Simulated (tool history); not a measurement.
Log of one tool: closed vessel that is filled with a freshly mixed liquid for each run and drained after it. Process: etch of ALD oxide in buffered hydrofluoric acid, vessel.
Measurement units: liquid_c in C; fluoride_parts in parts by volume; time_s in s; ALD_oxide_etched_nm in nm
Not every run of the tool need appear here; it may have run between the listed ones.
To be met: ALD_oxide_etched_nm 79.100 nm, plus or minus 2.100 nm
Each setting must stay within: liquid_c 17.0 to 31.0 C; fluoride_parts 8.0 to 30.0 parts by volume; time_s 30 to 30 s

run	day	liquid_c	fluoride_parts	time_s	ALD_oxide_etched_nm
1	0.000	23.0	21.5	30	27.489
2	0.283	26.0	17.0	30	40.647
3	0.400	26.0	13.0	30	53.237
4	0.496	26.0	13.0	30	52.781
5	0.583	26.0	13.0	30	52.998
6	0.796	23.5	13.0	30	46.193
7	1.017	26.0	12.0	30	57.054
8	1.292	27.5	11.5	30	64.800
9	1.579	28.5	11.5	30	68.691
# day 1.658: hydrofluoric acid flow meter replaced
10	1.658	31.0	11.5	30	72.994
11	1.783	31.0	9.0	30	88.805
12	1.975	30.5	9.0	30	86.413
13	2.062	30.0	9.0	30	84.571
14	2.383	30.0	9.0	30	84.480
15	2.646	29.5	9.0	30	82.426

Exactly one of the 5 candidate moves below puts every result within its allowed miss. Which one?
A	2.908	30.0	8.5	30	?
B	2.908	29.0	8.5	30	?
C	2.908	30.0	9.0	30	?
D	2.908	31.0	10.5	30	?
E	2.908	30.5	9.0	30	?

move	ALD_oxide_etched_nm
A	89.842
B	85.242
C	84.443
D	79.427
E	86.681
A: its largest miss is bigger than the last run's
B: its largest miss is bigger than the last run's
C: its largest miss is bigger than the last run's
D: all results land within tolerance of their targets
E: its largest miss is bigger than the last run's
D meets every target.

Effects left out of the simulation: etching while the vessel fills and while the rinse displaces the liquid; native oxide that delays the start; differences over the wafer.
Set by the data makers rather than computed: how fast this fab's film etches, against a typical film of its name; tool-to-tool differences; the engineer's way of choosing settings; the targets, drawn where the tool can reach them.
